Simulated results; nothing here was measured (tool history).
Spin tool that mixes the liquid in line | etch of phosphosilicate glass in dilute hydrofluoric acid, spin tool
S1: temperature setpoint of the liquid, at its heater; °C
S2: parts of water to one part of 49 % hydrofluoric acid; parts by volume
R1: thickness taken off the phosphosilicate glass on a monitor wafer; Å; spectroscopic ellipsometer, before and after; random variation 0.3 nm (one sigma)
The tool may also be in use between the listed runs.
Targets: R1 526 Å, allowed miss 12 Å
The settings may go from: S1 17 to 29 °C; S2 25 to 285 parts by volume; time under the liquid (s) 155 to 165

Run 1, hour 0: S1 21 °C, S2 155 parts by volume, time under the liquid (s) 155. Result: R1 801.36 Å.
Run 2, hour 5.2: S1 21 °C, S2 105 parts by volume, time under the liquid (s) 155. Result: R1 1239.7 Å.
Run 3, hour 11.9: S1 21 °C, S2 75 parts by volume, time under the liquid (s) 155. Result: R1 1822.3 Å.
Run 4, hour 15.9: S1 21 °C, S2 25 parts by volume, time under the liquid (s) 155. Result: R1 5810.7 Å.
Run 5, hour 20.4: S1 19 °C, S2 25 parts by volume, time under the liquid (s) 155. Result: R1 5339.3 Å.
Run 6, hour 22: S1 19 °C, S2 50 parts by volume, time under the liquid (s) 155. Result: R1 2574.3 Å.
Run 7, hour 27.7: S1 18.5 °C, S2 65 parts by volume, time under the liquid (s) 155. Result: R1 1911.5 Å.
Run 8, hour 31.4: S1 17 °C, S2 130 parts by volume, time under the liquid (s) 155. Result: R1 837.49 Å.
Run 9, hour 36.3: S1 17 °C, S2 135 parts by volume, time under the liquid (s) 155. Result: R1 794.12 Å.
At hour 37.2: hydrofluoric acid flow meter replaced.
Run 10, hour 37.2: S1 17 °C, S2 140 parts by volume, time under the liquid (s) 155. Result: R1 847.15 Å.
Run 11, hour 41.9: S1 17 °C, S2 145 parts by volume, time under the liquid (s) 155. Result: R1 819.7 Å.
Run 12, hour 48.6: S1 17 °C, S2 150 parts by volume, time under the liquid (s) 155. Result: R1 785.7 Å.
Run 13, hour 51: S1 17 °C, S2 155 parts by volume, time under the liquid (s) 155. Result: R1 745.52 Å.

5 next moves are on the table. One of them brings every result within its allowed miss. Which?
Run A, hour 53.4: S1 17 °C, S2 125 parts by volume, time under the liquid (s) 165. Result: R1 ?.
Run B, hour 53.4: S1 17 °C, S2 220 parts by volume, time under the liquid (s) 165. Result: R1 ?.
Run C, hour 53.4: S1 19.5 °C, S2 120 parts by volume, time under the liquid (s) 165. Result: R1 ?.
Run D, hour 53.4: S1 23.5 °C, S2 165 parts by volume, time under the liquid (s) 165. Result: R1 ?.
Run E, hour 53.4: S1 18 °C, S2 150 parts by volume, time under the liquid (s) 165. Result: R1 ?.

move      R1
   A  1026.5
   B  533.14
   C  1191.3
   D  965.78
   E  869.37
A: further off than the last run
B: meets every target
C: further off than the last run
D: further off than the last run
E: further off than the last run
Move B is the one to make.

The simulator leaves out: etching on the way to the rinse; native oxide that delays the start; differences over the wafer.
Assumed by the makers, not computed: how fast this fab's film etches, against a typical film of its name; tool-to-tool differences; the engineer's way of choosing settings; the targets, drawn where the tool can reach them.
